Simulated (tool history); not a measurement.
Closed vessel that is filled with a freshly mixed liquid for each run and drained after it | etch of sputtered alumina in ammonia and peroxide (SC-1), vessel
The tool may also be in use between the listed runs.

run,hour,temperature setpoint of the liquid (C),parts of 29 % ammonia solution to one part of 30 % peroxide (parts by volume),time in the liquid (s),thickness taken off the sputtered alumina on a monitor wafer (angstrom)
1,0.0,48.0,0.55,255,112.880
2,3.2,48.0,0.40,255,110.230
3,9.2,48.0,0.40,255,111.540
4,17.5,48.0,0.20,255,103.070
5,20.1,46.0,0.20,255,92.477
6,25.9,44.5,0.20,255,84.520
7,33.9,43.5,0.20,255,79.918

Run 8 comes next. What will it give?
8,34.7,43.0,0.20,255,?

Run 8 gave thickness taken off the sputtered alumina on a monitor wafer (angstrom) 77.867.
